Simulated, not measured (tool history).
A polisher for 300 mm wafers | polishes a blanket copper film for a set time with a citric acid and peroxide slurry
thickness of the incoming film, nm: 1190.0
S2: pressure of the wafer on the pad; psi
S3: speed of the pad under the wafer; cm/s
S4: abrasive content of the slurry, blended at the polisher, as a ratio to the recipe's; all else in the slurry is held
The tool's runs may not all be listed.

Run 1, hour 0: flow of slurry (ml/min) 315, S2 3.5 psi, S3 128 cm/s, S4 1, polishing time (s) 40. Result: film removed (nm) 105.37.
Run 2, hour 5.5: flow of slurry (ml/min) 315, S2 3.4 psi, S3 128 cm/s, S4 1, polishing time (s) 40. Result: film removed (nm) 102.76.
Run 3, hour 11.3: flow of slurry (ml/min) 315, S2 3.3 psi, S3 128 cm/s, S4 1, polishing time (s) 40. Result: film removed (nm) 100.23.
Run 4, hour 19.5: flow of slurry (ml/min) 280, S2 3.3 psi, S3 128 cm/s, S4 1, polishing time (s) 40. Result: film removed (nm) 99.79.
Run 5, hour 24.3: flow of slurry (ml/min) 280, S2 3.2 psi, S3 128 cm/s, S4 1, polishing time (s) 40. Result: film removed (nm) 95.48.
Run 6, hour 26.1: flow of slurry (ml/min) 275, S2 3.2 psi, S3 128 cm/s, S4 1, polishing time (s) 40. Result: film removed (nm) 94.654.
Run 7, hour 32.8: flow of slurry (ml/min) 250, S2 2.8 psi, S3 128 cm/s, S4 1, polishing time (s) 40. Result: film removed (nm) 83.621.
Run 8, hour 37.8: flow of slurry (ml/min) 255, S2 2.8 psi, S3 128 cm/s, S4 1, polishing time (s) 40. Result: film removed (nm) 82.639.
Run 9, hour 46.1: flow of slurry (ml/min) 260, S2 2.8 psi, S3 128 cm/s, S4 1, polishing time (s) 40. Result: film removed (nm) 83.13.
Run 10, hour 47.7: flow of slurry (ml/min) 265, S2 2.8 psi, S3 128 cm/s, S4 1, polishing time (s) 40. Result: film removed (nm) 82.562.

Run 11 comes next. What will it give?
At hour 51.4: slurry nozzle cleaned.
Run 11, hour 51.4: flow of slurry (ml/min) 265, S2 2.9 psi, S3 128 cm/s, S4 1, polishing time (s) 40. Result: film removed (nm) ?.

film removed (nm): 91.622
